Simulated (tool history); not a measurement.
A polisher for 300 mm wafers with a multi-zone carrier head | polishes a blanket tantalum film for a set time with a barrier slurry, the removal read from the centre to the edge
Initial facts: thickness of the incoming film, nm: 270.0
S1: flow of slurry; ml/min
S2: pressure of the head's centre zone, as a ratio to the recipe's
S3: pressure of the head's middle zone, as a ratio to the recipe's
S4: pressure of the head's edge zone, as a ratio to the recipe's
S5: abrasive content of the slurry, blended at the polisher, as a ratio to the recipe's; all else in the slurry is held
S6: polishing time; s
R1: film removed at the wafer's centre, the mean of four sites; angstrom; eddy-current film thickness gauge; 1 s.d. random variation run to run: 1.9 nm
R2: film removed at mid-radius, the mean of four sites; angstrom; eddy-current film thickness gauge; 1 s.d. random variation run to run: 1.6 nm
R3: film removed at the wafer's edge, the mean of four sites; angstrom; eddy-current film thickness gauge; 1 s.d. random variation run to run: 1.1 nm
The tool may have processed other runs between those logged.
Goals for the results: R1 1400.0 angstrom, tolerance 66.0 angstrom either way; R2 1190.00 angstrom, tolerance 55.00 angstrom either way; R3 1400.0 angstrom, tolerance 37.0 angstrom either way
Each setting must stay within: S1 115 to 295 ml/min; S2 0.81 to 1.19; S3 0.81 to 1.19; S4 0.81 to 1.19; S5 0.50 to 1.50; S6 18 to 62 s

run 1 hour=0.0 | S1=190 S2=1.00 S3=1.00 S4=1.00 S5=1.00 S6=40 | R1=1077.6 R2=1066.90 R3=1062.3
run 2 hour=6.3 | S1=190 S2=1.00 S3=0.94 S4=1.00 S5=1.00 S6=40 | R1=1074.0 R2=990.39 R3=1055.5
run 3 hour=10.9 | S1=190 S2=1.00 S3=0.94 S4=1.00 S5=1.00 S6=49 | R1=1317.4 R2=1243.90 R3=1293.0
run 4 hour=18.8 | S1=200 S2=1.01 S3=0.92 S4=1.04 S5=1.00 S6=49 | R1=1345.2 R2=1241.00 R3=1323.5
run 5 hour=26.1 | S1=200 S2=1.01 S3=0.92 S4=0.96 S5=1.00 S6=49 | R1=1315.3 R2=1217.60 R3=1283.9
run 6 hour=27.3 | S1=200 S2=1.06 S3=0.92 S4=0.96 S5=1.00 S6=49 | R1=1387.0 R2=1227.20 R3=1276.5
run 7 hour=29.3 | S1=200 S2=1.06 S3=0.92 S4=0.96 S5=1.00 S6=49 | R1=1387.8 R2=1223.50 R3=1274.3
run 8 hour=33.0 | S1=205 S2=1.04 S3=0.89 S4=1.00 S5=1.05 S6=49 | R1=1402.5 R2=1227.80 R3=1329.9
run 9 hour=39.7 | S1=210 S2=1.03 S3=0.87 S4=1.02 S5=1.05 S6=49 | R1=1407.3 R2=1175.60 R3=1350.2
run 10 hour=41.0 | S1=210 S2=1.03 S3=0.87 S4=1.02 S5=1.05 S6=49 | R1=1381.6 R2=1181.70 R3=1345.8
run 11 hour=43.9 | S1=215 S2=1.03 S3=0.87 S4=1.03 S5=1.05 S6=49 | R1=1395.5 R2=1195.80 R3=1348.5

Consider the 4 candidate settings below. Which is the only one whose results all fall within their allowed miss of target?
run A hour=46.8 | S1=215 S2=1.03 S3=0.86 S4=1.09 S5=1.15 S6=48 | R1=? R2=? R3=?
run B hour=46.8 | S1=190 S2=0.83 S3=0.83 S4=1.05 S5=1.15 S6=54 | R1=? R2=? R3=?
run C hour=46.8 | S1=215 S2=1.14 S3=0.81 S4=0.99 S5=1.10 S6=51 | R1=? R2=? R3=?
run D hour=46.8 | S1=215 S2=1.06 S3=0.90 S4=1.01 S5=1.05 S6=47 | R1=? R2=? R3=?

move=A R1=1414.3 R2=1173.50 R3=1394.9
move=B R1=1256.0 R2=1262.60 R3=1521.9
move=C R1=1648.4 R2=1175.70 R3=1401.4
move=D R1=1398.8 R2=1170.40 R3=1289.6
A: meets every target
B: takes the biggest miss from the last run beyond its target
C: brings the result that was furthest off to its target, and leaves another outside
D: lands further from the targets than the last run did
So the answer is move A, the one that meets all the targets.
